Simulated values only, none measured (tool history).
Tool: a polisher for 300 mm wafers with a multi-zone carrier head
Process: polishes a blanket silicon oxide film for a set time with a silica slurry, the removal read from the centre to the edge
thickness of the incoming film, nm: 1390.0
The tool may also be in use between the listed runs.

run,day,flow of slurry (ml/min),pressure of the head's centre zone,pressure of the head's middle zone,pressure of the head's edge zone,abrasive content of the slurry,polishing time (s),film removed at the wafer's centre (Å),film removed at mid-radius (Å),film removed at the wafer's edge (Å)
1,0,270,1,1,1,1,61,1843.6,1842.3,1872.6
2,0.338,270,1.01,1,1.02,1.05,61,1925.3,1871.4,1884.1
3,0.488,270,1.01,0.93,1.02,1.05,61,1940.8,1732.2,1903.2
4,0.8,270,1.01,0.93,0.95,1.05,61,1893.1,1727.7,1822.1
5,1.092,270,1.01,0.93,0.95,1.05,55,1686.5,1584.3,1658.2
6,1.125,270,1.01,0.93,0.95,0.9,55,1605.7,1473.9,1563.6

The next listed run, before its measurement:
7,1.279,270,1.01,0.93,0.97,1,56,?,?,?

film removed at the wafer's centre (Å): 1702.7
film removed at mid-radius (Å): 1551.5
film removed at the wafer's edge (Å): 1669.6
